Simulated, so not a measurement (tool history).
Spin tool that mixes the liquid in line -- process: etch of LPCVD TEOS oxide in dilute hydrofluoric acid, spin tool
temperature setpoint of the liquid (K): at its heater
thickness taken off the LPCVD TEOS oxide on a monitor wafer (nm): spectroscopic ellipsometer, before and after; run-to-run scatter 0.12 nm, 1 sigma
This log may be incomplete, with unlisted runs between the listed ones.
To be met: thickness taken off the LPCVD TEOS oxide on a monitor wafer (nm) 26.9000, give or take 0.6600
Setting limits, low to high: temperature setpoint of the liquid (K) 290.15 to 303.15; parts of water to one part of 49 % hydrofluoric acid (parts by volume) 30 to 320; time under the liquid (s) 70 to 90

run,hour,temperature setpoint of the liquid (K),parts of water to one part of 49 % hydrofluoric acid (parts by volume),time under the liquid (s),thickness taken off the LPCVD TEOS oxide on a monitor wafer (nm)
1,0.0,295.15,175,90,11.6850
2,8.8,295.15,145,90,14.6600
3,15.1,295.15,145,90,14.6660
4,21.5,295.15,205,90,9.7488
5,28.2,295.15,205,70,7.5685
6,32.6,295.15,140,70,11.7440
7,38.2,296.65,125,70,14.2790
8,45.4,300.65,70,70,32.0140
9,51.7,298.15,70,70,29.1510
10,56.7,298.15,70,70,29.1140
11,60.7,297.65,70,70,28.4220
12,62.4,297.15,70,70,27.8710

Below are 4 possible settings for the next run. Only one of them brings all results inside the allowed miss of their targets. Which is it?
A,64.1,293.15,70,85,?
B,64.1,296.65,85,85,?
C,64.1,298.65,90,90,?
D,64.1,296.15,80,85,?

move,thickness taken off the LPCVD TEOS oxide on a monitor wafer (nm)
A,28.7860
B,26.8800
C,28.9240
D,28.1630
A: the biggest miss grows against the last run
B: every result lands within tolerance
C: the biggest miss grows against the last run
D: the biggest miss grows against the last run
Move B is the one to make.
